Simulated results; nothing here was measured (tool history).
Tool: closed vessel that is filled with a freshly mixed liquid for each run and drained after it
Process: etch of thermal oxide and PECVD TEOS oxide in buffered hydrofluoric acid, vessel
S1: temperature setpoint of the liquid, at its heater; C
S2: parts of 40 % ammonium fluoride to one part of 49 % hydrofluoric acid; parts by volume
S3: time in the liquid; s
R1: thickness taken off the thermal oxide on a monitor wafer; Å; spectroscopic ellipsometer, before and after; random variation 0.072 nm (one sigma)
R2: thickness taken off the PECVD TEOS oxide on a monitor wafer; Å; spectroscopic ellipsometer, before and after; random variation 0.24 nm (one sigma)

run	hour	S1	S2	S3	R1	R2
1	0	24	20.5	60	336.57	386.39
2	3.4	22.5	20.5	60	307.99	368.73
3	10.7	22	21	60	296.14	351.16
4	14.2	19	21	60	249.36	294.96
5	22	19	16.5	60	312.39	364.19
6	29.9	18.5	17.5	60	285.25	336.79
7	36.8	18	18	60	271.4	317.4
8	39	18	18.5	60	264.08	309.01

Forecast run 9:
9	39.9	18	19	60	?	?

Run 9 gave R1 257.67 Å, R2 298.83 Å.
